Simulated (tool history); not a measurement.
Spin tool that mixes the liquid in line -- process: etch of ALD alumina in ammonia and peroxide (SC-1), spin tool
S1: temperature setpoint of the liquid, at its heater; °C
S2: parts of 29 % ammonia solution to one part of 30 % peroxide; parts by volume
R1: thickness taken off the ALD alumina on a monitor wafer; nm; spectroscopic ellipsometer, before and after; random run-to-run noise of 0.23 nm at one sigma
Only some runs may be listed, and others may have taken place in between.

Run 1, hour 0: S1 54 °C, S2 0.65 parts by volume, time under the liquid (s) 315. Result: R1 19.507 nm.
Run 2, hour 8.2: S1 54 °C, S2 0.65 parts by volume, time under the liquid (s) 340. Result: R1 20.791 nm.
Run 3, hour 8.8: S1 55 °C, S2 0.65 parts by volume, time under the liquid (s) 340. Result: R1 21.922 nm.
Run 4, hour 9.9: S1 50.5 °C, S2 0.65 parts by volume, time under the liquid (s) 340. Result: R1 17.171 nm.
Run 5, hour 16.1: S1 52 °C, S2 0.65 parts by volume, time under the liquid (s) 340. Result: R1 18.717 nm.
Run 6, hour 23.6: S1 57.5 °C, S2 0.65 parts by volume, time under the liquid (s) 340. Result: R1 25.125 nm.

Forecast run 7:
Run 7, hour 25: S1 58 °C, S2 0.65 parts by volume, time under the liquid (s) 340. Result: R1 ?.

R1: 25.785 nm
